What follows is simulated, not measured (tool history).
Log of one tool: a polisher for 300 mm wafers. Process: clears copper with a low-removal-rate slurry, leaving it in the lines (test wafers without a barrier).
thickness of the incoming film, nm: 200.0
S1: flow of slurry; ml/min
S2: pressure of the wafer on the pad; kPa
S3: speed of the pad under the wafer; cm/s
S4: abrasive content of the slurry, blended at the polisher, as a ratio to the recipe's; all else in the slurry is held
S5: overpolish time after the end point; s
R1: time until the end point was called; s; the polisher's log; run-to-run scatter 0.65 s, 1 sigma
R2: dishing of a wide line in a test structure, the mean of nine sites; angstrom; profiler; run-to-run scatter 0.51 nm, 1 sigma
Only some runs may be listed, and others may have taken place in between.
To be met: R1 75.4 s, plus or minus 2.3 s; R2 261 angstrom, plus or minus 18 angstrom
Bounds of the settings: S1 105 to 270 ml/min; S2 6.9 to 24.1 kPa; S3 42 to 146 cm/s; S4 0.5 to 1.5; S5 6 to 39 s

run	hour	S1	S2	S3	S4	S5	R1	R2
1	0	175	15.2	94	1	20	112.07	221.14
2	2	180	15.9	94	1	19	108.98	212.1
3	8.3	180	16.5	94	1	19	104.96	225.98
4	15.2	180	17.2	94	1	18	100.9	231.4
5	19.7	180	14.5	94	1	18	118.64	188.8
6	28.6	180	14.5	114	1	18	102.75	218.54
7	34.7	180	15.2	114	1	17	96.703	218.54
8	41.3	180	15.9	114	1	17	93.045	230.06
9	46.5	180	16.5	114	1	17	87.351	231.74

Next run, 5 choices. One meets every target within its allowed miss, the rest don't. Which?
A	51.7	180	20	120	1.1	12	?	?
B	51.7	145	17.9	146	0.9	15	?	?
C	51.7	190	17.9	126	1	16	?	?
D	51.7	210	17.9	128	0.95	12	?	?
E	51.7	155	17.2	120	1.05	15	?	?

move	R1	R2
A	69.069	213.55
B	70.973	251.64
C	74.834	254.1
D	73.709	200.92
E	82.877	220.02
A: moves the result that the last run missed by most past its target, out the other side
B: moves the result that the last run missed by most past its target, out the other side
C: every result within its allowed miss
D: meets the target for the result that was furthest off, but another lies outside its allowed miss
E: nearer the targets than the last run, but a result is still out of spec
Correct choice: C, which meets every target
